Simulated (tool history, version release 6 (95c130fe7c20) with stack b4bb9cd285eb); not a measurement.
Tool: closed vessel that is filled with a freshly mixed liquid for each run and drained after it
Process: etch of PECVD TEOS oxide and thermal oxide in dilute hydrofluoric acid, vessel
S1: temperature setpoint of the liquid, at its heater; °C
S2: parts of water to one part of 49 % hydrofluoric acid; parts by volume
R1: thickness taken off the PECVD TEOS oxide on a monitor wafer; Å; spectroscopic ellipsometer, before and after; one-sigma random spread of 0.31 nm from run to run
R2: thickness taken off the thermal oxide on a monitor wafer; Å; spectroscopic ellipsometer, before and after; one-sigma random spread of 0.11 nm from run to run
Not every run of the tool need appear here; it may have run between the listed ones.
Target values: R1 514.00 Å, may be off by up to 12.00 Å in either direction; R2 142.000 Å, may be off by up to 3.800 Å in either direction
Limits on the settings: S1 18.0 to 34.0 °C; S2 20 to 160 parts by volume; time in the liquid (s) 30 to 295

{"run": 1, "day": 0.0, "S1": 26.0, "S2": 90, "time in the liquid (s)": 150, "R1": 291.96, "R2": 79.932}
{"run": 2, "day": 0.025, "S1": 26.0, "S2": 115, "time in the liquid (s)": 150, "R1": 219.95, "R2": 60.911}
{"run": 3, "day": 0.104, "S1": 28.5, "S2": 100, "time in the liquid (s)": 150, "R1": 285.01, "R2": 78.266}
{"run": 4, "day": 0.346, "S1": 30.5, "S2": 90, "time in the liquid (s)": 150, "R1": 347.33, "R2": 95.12}
{"run": 5, "day": 0.571, "S1": 30.5, "S2": 90, "time in the liquid (s)": 205, "R1": 473.39, "R2": 130.94}
{"run": 6, "day": 0.875, "S1": 31.0, "S2": 90, "time in the liquid (s)": 205, "R1": 482.35, "R2": 133.42}
{"run": 7, "day": 1.1, "S1": 31.5, "S2": 90, "time in the liquid (s)": 205, "R1": 491.61, "R2": 134.69}
{"run": 8, "day": 1.375, "S1": 32.0, "S2": 90, "time in the liquid (s)": 205, "R1": 499.11, "R2": 138.5}

Which single option among these 4 for the next run brings every result within its allowed miss of target? Just one does.
{"run": "A", "day": 1.65, "S1": 30.5, "S2": 80, "time in the liquid (s)": 185, "R1": "?", "R2": "?"}
{"run": "B", "day": 1.65, "S1": 33.5, "S2": 80, "time in the liquid (s)": 165, "R1": "?", "R2": "?"}
{"run": "C", "day": 1.65, "S1": 34.0, "S2": 100, "time in the liquid (s)": 220, "R1": "?", "R2": "?"}
{"run": "D", "day": 1.65, "S1": 33.5, "S2": 110, "time in the liquid (s)": 240, "R1": "?", "R2": "?"}

move=A R1=488.81 R2=134.430
move=B R1=487.87 R2=134.170
move=C R1=513.64 R2=141.250
move=D R1=492.72 R2=135.500
A: moves away from the targets compared with the last run
B: moves away from the targets compared with the last run
C: each result inside its tolerance
D: moves away from the targets compared with the last run
Answer: C
